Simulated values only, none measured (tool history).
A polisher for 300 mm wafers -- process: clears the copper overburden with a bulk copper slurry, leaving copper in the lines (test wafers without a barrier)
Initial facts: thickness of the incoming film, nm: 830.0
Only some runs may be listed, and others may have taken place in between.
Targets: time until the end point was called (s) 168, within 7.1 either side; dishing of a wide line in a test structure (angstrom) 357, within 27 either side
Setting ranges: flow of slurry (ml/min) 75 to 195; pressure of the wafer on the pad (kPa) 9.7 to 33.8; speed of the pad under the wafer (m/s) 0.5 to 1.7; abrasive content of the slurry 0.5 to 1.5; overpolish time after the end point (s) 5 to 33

run,day,flow of slurry (ml/min),pressure of the wafer on the pad (kPa),speed of the pad under the wafer (m/s),abrasive content of the slurry,overpolish time after the end point (s),time until the end point was called (s),dishing of a wide line in a test structure (angstrom)
1,0,125,21.4,1.1,1,17,81.977,804.55
2,0.212,125,21.4,1.1,1.2,17,80.449,823.2
3,0.412,125,21.4,1.1,1,17,80.648,784.75
4,0.483,105,21.4,1.1,1,17,86.034,794.68
5,0.725,105,21.4,1.32,1,17,72.691,849.88
6,0.867,125,21.4,1.32,1,17,69.453,880.79
7,0.908,105,15.2,1.02,0.95,9,131.27,376.2
8,1.275,105,14.5,1.02,0.95,10,136.78,391.43
# day 1.4: head pressure recalibrated
9,1.4,100,13.8,1.02,0.95,10,157.7,348.81
10,1.604,95,13.8,1.02,0.95,11,157.32,383.37

Which single option among these 5 for the next run brings every result within its allowed miss of target? Just one does.
A,1.808,85,11,1.36,0.95,10,?,?
B,1.808,105,14.5,0.94,1.2,11,?,?
C,1.808,100,14.5,1.1,0.95,10,?,?
D,1.808,105,12.4,1.06,0.85,11,?,?
E,1.808,115,15.9,0.96,0.95,12,?,?

move,time until the end point was called (s),dishing of a wide line in a test structure (angstrom)
A,151.45,362.53
B,148.58,404.19
C,136.61,400.7
D,166.02,366.82
E,137.64,460.14
A: lands further from the targets than the last run did
B: lands further from the targets than the last run did
C: lands further from the targets than the last run did
D: every result within its allowed miss
E: lands further from the targets than the last run did
D meets every target.
